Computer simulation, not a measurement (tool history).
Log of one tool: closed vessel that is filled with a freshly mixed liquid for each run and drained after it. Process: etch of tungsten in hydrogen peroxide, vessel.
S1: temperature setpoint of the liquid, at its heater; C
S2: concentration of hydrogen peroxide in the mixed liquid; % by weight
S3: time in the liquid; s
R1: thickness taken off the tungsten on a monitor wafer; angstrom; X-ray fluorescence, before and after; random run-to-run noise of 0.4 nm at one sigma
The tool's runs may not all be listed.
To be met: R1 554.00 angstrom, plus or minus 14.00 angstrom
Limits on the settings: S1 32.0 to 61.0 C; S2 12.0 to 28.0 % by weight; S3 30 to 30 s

run	hour	S1	S2	S3	R1
1	0.0	45.0	19.0	30	363.72
2	8.5	46.5	19.0	30	401.95
3	12.0	48.0	19.0	30	442.69
4	20.3	48.0	17.5	30	423.67
5	26.7	49.0	17.5	30	454.20
6	27.6	50.0	17.5	30	474.71
7	32.6	50.5	17.5	30	490.83
8	39.5	51.0	17.5	30	511.42
9	46.6	51.5	17.5	30	532.11
10	51.3	51.5	17.5	30	524.05

Which of these 4 next moves meets every target?
A	56.0	51.0	20.5	30	?
B	56.0	49.5	20.5	30	?
C	56.0	52.0	20.5	30	?
D	56.0	51.0	16.5	30	?

move	R1
A	547.26
B	499.39
C	581.42
D	490.97
A: every result within its allowed miss
B: lands further from the targets than the last run did
C: the result that was furthest off in the last run now lies on the other side of its target
D: lands further from the targets than the last run did
A is the move that brings every result within its allowed miss.
